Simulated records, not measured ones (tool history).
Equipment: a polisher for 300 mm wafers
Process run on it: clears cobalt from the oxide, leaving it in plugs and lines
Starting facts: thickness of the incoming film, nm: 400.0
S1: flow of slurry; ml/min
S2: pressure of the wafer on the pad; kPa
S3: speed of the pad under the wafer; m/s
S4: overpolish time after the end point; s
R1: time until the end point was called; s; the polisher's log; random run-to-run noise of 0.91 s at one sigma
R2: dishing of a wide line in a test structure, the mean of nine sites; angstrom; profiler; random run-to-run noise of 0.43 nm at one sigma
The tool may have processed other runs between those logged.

{"run": 1, "hour": 0.0, "S1": 220, "S2": 14.5, "S3": 1.14, "S4": 15, "R1": 77.751, "R2": 418.12}
{"run": 2, "hour": 3.6, "S1": 220, "S2": 13.8, "S3": 1.14, "S4": 15, "R1": 80.917, "R2": 410.54}
{"run": 3, "hour": 4.6, "S1": 215, "S2": 12.4, "S3": 1.14, "S4": 17, "R1": 87.857, "R2": 409.67}
{"run": 4, "hour": 13.0, "S1": 215, "S2": 12.4, "S3": 1.14, "S4": 12, "R1": 87.902, "R2": 346.23}
{"run": 5, "hour": 16.0, "S1": 215, "S2": 12.4, "S3": 1.14, "S4": 6, "R1": 91.005, "R2": 208.16}
{"run": 6, "hour": 22.6, "S1": 215, "S2": 15.9, "S3": 1.14, "S4": 6, "R1": 70.736, "R2": 254.09}
{"run": 7, "hour": 27.1, "S1": 215, "S2": 15.2, "S3": 1.14, "S4": 7, "R1": 74.266, "R2": 273.66}
{"run": 8, "hour": 34.3, "S1": 205, "S2": 11, "S3": 1.26, "S4": 14, "R1": 91.098, "R2": 369.24}

Forecast run 9:
{"run": 9, "hour": 38.1, "S1": 195, "S2": 9, "S3": 1.3, "S4": 18, "R1": "?", "R2": "?"}

{"run 9": {"R1": 109.06, "R2": 386.2}}
